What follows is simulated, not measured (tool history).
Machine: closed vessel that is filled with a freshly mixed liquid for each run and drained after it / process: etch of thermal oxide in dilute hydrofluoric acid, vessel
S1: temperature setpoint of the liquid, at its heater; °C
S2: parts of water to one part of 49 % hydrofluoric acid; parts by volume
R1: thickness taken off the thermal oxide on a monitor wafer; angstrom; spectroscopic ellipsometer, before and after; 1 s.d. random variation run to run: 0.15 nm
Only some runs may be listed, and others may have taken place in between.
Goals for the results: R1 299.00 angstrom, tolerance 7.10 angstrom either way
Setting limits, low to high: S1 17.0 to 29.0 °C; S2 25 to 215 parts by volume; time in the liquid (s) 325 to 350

{"run": 1, "day": 0.0, "S1": 21.0, "S2": 120, "time in the liquid (s)": 325, "R1": 117.68}
{"run": 2, "day": 0.108, "S1": 17.5, "S2": 120, "time in the liquid (s)": 325, "R1": 102.38}
{"run": 3, "day": 0.325, "S1": 17.5, "S2": 120, "time in the liquid (s)": 325, "R1": 102.6}
{"run": 4, "day": 0.65, "S1": 17.5, "S2": 120, "time in the liquid (s)": 350, "R1": 109.83}
{"run": 5, "day": 0.846, "S1": 17.0, "S2": 120, "time in the liquid (s)": 350, "R1": 108.43}
{"run": 6, "day": 0.879, "S1": 17.0, "S2": 100, "time in the liquid (s)": 350, "R1": 132.28}
{"run": 7, "day": 1.117, "S1": 19.5, "S2": 95, "time in the liquid (s)": 350, "R1": 154.57}
{"run": 8, "day": 1.45, "S1": 21.5, "S2": 90, "time in the liquid (s)": 350, "R1": 179.78}
{"run": 9, "day": 1.708, "S1": 23.0, "S2": 85, "time in the liquid (s)": 350, "R1": 201.97}
{"run": 10, "day": 1.917, "S1": 24.0, "S2": 80, "time in the liquid (s)": 350, "R1": 225.78}
{"run": 11, "day": 2.25, "S1": 25.0, "S2": 80, "time in the liquid (s)": 350, "R1": 234.79}
{"run": 12, "day": 2.296, "S1": 26.0, "S2": 80, "time in the liquid (s)": 350, "R1": 246.19}
{"run": 13, "day": 2.662, "S1": 26.5, "S2": 80, "time in the liquid (s)": 350, "R1": 251.45}
{"run": 14, "day": 2.867, "S1": 27.0, "S2": 80, "time in the liquid (s)": 350, "R1": 255.82}
{"run": 15, "day": 3.175, "S1": 27.5, "S2": 80, "time in the liquid (s)": 350, "R1": 258.26}
{"run": 16, "day": 3.271, "S1": 27.5, "S2": 80, "time in the liquid (s)": 350, "R1": 258.8}
{"run": 17, "day": 3.3, "S1": 28.0, "S2": 80, "time in the liquid (s)": 350, "R1": 262.26}
{"run": 18, "day": 3.625, "S1": 29.0, "S2": 70, "time in the liquid (s)": 350, "R1": 318.85}

Pick the move, out of 4, that brings all results within their allowed miss; only one does.
{"run": "A", "day": 3.95, "S1": 29.0, "S2": 60, "time in the liquid (s)": 335, "R1": "?"}
{"run": "B", "day": 3.95, "S1": 28.0, "S2": 70, "time in the liquid (s)": 340, "R1": "?"}
{"run": "C", "day": 3.95, "S1": 28.0, "S2": 65, "time in the liquid (s)": 345, "R1": "?"}
{"run": "D", "day": 3.95, "S1": 28.0, "S2": 70, "time in the liquid (s)": 330, "R1": "?"}

move=A R1=362.96
move=B R1=299.26
move=C R1=329.35
move=D R1=290.46
A: misses by more than the last run did
B: meets every target
C: misses by more than the last run did
D: moves the result that the last run missed by most past its target, out the other side
Go with B: it meets all targets.

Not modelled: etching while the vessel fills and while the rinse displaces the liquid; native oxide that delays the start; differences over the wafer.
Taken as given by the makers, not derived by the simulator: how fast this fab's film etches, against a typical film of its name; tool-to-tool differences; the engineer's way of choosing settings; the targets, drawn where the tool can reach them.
